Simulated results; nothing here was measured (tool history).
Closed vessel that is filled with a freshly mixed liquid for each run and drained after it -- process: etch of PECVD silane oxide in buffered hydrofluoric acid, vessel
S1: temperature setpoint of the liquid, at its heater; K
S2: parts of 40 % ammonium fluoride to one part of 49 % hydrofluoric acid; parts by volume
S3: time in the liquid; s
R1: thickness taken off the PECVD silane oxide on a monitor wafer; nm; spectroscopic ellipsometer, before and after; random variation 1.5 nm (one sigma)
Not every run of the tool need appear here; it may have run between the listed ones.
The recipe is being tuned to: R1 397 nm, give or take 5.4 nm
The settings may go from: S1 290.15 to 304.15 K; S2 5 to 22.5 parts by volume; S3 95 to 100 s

run 1 hour=0 | S1=296.15 S2=13.5 S3=95 | R1=135.13
run 2 hour=4.8 | S1=294.15 S2=13.5 S3=95 | R1=122.03
run 3 hour=10.2 | S1=297.15 S2=11 S3=95 | R1=175.7
run 4 hour=13.2 | S1=297.15 S2=9 S3=95 | R1=212.88
run 5 hour=16.7 | S1=299.15 S2=8 S3=95 | R1=257.06
run 6 hour=24.5 | S1=299.15 S2=8 S3=95 | R1=256.42
run 7 hour=32.9 | S1=300.65 S2=7.5 S3=95 | R1=298.82
run 8 hour=40.8 | S1=300.65 S2=7.5 S3=95 | R1=299.13
-- hour=45.4 hydrofluoric acid flow meter replaced
run 9 hour=45.4 | S1=301.65 S2=7.5 S3=95 | R1=344.27

Below are 4 possible settings for the next run. Only one of them brings all results inside the allowed miss of their targets. Which is it?
run A hour=50 | S1=302.65 S2=7.5 S3=100 | R1=?
run B hour=50 | S1=301.15 S2=6.5 S3=100 | R1=?
run C hour=50 | S1=302.15 S2=7 S3=95 | R1=?
run D hour=50 | S1=300.65 S2=6.5 S3=100 | R1=?

move=A R1=380.62
move=B R1=403.93
move=C R1=379.39
move=D R1=393.35
A: closer than the last run, but not yet in spec
B: carries the result that was furthest off beyond its target, to the other side
C: closer than the last run, but not yet in spec
D: all results in spec
The right move is D.
